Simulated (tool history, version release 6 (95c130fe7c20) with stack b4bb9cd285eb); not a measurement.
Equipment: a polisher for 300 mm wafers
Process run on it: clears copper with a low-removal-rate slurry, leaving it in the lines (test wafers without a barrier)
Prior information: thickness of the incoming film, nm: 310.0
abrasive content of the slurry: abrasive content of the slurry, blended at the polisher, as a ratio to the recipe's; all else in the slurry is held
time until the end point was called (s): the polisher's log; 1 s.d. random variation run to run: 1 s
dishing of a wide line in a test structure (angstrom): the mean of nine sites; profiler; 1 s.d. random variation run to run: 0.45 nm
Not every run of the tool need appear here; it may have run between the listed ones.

run,hour,flow of slurry (ml/min),pressure of the wafer on the pad (kPa),speed of the pad under the wafer (m/s),abrasive content of the slurry,overpolish time after the end point (s),time until the end point was called (s),dishing of a wide line in a test structure (angstrom)
1,0.0,240,20.7,0.84,1.0,20,93.633,385.36
2,3.0,240,21.4,0.84,1.0,20,91.038,392.02
3,4.6,240,22.1,0.84,1.0,20,89.348,396.33
4,11.2,240,22.8,0.84,1.0,20,88.419,410.51
# hour 19.3: head pressure recalibrated
5,19.3,245,23.4,0.84,1.0,19,91.600,372.53
6,22.6,240,24.8,0.86,1.0,19,85.895,395.55
7,24.4,240,25.5,0.86,1.0,19,84.079,402.17

Estimate the outcome of run 8 from the log above:
8,32.9,240,26.2,0.86,1.0,19,?,?

time until the end point was called (s): 85.201
dishing of a wide line in a test structure (angstrom): 407.33
